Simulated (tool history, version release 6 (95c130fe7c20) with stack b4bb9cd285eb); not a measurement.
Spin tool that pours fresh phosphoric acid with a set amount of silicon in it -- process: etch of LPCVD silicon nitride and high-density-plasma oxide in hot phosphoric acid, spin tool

run	day	temperature setpoint of the liquid (°C)	silicon dissolved in the acid as it is poured (mg a litre)	time under the liquid (s)	thickness taken off the LPCVD silicon nitride on a monitor wafer (angstrom)	thickness taken off the high-density-plasma oxide on a monitor wafer (angstrom)
1	0.000	162.0	17.5	180	211.36	4.5196
2	0.033	161.5	16.0	160	184.76	4.2673
3	0.329	161.0	16.5	145	165.36	3.5583
4	0.471	159.5	16.5	145	159.51	2.9806
5	0.575	159.5	20.5	145	157.55	2.8134
6	0.917	159.5	18.5	130	141.16	2.8130

Run 7 comes next. What will it give?
7	0.946	159.5	18.0	120	?	?

{"run 7": {"thickness taken off the LPCVD silicon nitride on a monitor wafer (angstrom)": 131.05, "thickness taken off the high-density-plasma oxide on a monitor wafer (angstrom)": 2.6542}}
